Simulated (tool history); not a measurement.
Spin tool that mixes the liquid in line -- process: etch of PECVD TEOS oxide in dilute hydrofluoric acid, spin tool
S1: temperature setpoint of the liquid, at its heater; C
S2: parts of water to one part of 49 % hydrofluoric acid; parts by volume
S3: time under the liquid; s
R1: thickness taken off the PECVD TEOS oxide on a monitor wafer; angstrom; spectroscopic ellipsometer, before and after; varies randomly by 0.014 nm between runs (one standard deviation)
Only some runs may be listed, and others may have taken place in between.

run 1 day=0.000 | S1=23.0 S2=220 S3=70 | R1=54.728
run 2 day=0.262 | S1=22.0 S2=230 S3=70 | R1=50.322
run 3 day=0.375 | S1=21.5 S2=235 S3=70 | R1=47.759
run 4 day=0.688 | S1=21.0 S2=240 S3=70 | R1=45.777
run 5 day=0.938 | S1=21.0 S2=240 S3=70 | R1=45.463
run 6 day=1.183 | S1=20.5 S2=245 S3=70 | R1=43.878
run 7 day=1.371 | S1=20.0 S2=250 S3=70 | R1=41.771
run 8 day=1.429 | S1=19.5 S2=255 S3=70 | R1=39.957

For run 9, what comes out?
run 9 day=1.525 | S1=19.0 S2=260 S3=70 | R1=?

{"run 9": {"R1": 38.395}}
